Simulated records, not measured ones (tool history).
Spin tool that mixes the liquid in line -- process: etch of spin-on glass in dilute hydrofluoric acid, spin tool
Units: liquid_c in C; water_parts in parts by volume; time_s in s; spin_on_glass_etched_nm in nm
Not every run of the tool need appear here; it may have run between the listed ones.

run	hour	liquid_c	water_parts	time_s	spin_on_glass_etched_nm
1	0.0	23.0	180	55	10.8700
2	2.0	21.5	180	55	10.2990
3	10.1	21.5	180	55	10.1520
4	11.2	21.5	130	55	15.0820
5	14.5	19.0	130	55	13.5630
6	20.9	19.0	195	55	8.4117

Forecast run 7:
7	26.7	20.5	190	55	?

{"run 7": {"spin_on_glass_etched_nm": 9.2294}}

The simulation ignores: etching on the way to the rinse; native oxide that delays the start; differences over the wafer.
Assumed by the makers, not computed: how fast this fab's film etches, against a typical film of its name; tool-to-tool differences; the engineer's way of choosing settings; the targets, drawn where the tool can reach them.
